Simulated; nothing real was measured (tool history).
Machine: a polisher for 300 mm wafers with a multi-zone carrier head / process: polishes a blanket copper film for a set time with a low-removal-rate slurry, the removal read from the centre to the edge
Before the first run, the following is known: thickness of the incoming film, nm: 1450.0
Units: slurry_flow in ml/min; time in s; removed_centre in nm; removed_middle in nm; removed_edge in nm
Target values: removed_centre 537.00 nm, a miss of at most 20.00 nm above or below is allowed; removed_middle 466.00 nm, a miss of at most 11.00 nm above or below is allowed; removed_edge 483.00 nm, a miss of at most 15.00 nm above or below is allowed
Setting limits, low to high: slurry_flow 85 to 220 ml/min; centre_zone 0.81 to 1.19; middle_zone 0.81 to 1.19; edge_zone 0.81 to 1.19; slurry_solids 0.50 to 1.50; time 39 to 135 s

run,day,slurry_flow,centre_zone,middle_zone,edge_zone,slurry_solids,time,removed_centre,removed_middle,removed_edge
1,0.000,140,1.00,1.00,1.00,1.00,87,449.49,449.84,454.19
2,0.279,150,1.02,0.99,1.00,1.00,87,464.21,445.82,454.22
3,0.404,150,1.02,1.05,1.00,1.00,87,465.14,479.61,444.67
4,0.475,155,1.04,1.04,1.01,1.00,87,484.24,472.39,454.32
5,0.575,160,1.05,1.03,1.02,1.00,87,487.83,466.76,460.51
6,0.933,160,1.05,1.03,1.02,0.90,87,479.40,461.45,445.90
7,1.121,165,1.06,1.03,1.03,0.90,87,484.22,462.44,450.35
8,1.450,170,1.07,1.03,1.04,0.90,87,486.36,464.00,464.07
9,1.733,190,1.16,1.00,1.03,0.90,87,536.66,458.52,467.65
10,1.975,190,1.16,1.00,1.04,0.90,87,539.17,464.50,460.93
11,2.042,190,1.16,1.00,1.05,0.90,87,545.53,458.42,460.51
12,2.146,190,1.15,1.00,1.05,0.90,87,537.51,459.49,465.55
13,2.204,190,1.14,1.00,1.06,0.90,87,545.45,462.30,467.65
14,2.496,190,1.13,1.00,1.06,0.90,87,523.06,461.47,459.25

4 next moves are on the table. One of them brings every result within its allowed miss. Which?
A,2.788,185,1.13,1.04,1.06,0.95,84,?,?,?
B,2.788,220,1.15,1.05,1.00,0.95,81,?,?,?
C,2.788,220,1.19,1.06,1.01,1.00,81,?,?,?
D,2.788,200,1.11,0.96,1.06,0.90,90,?,?,?

move,removed_centre,removed_middle,removed_edge
A,521.64,469.97,449.50
B,524.78,467.01,428.03
C,549.26,475.94,434.84
D,548.52,469.99,480.10
A: lands further from the targets than the last run did
B: lands further from the targets than the last run did
C: lands further from the targets than the last run did
D: every result within its allowed miss
So the answer is move D, the one that meets all the targets.
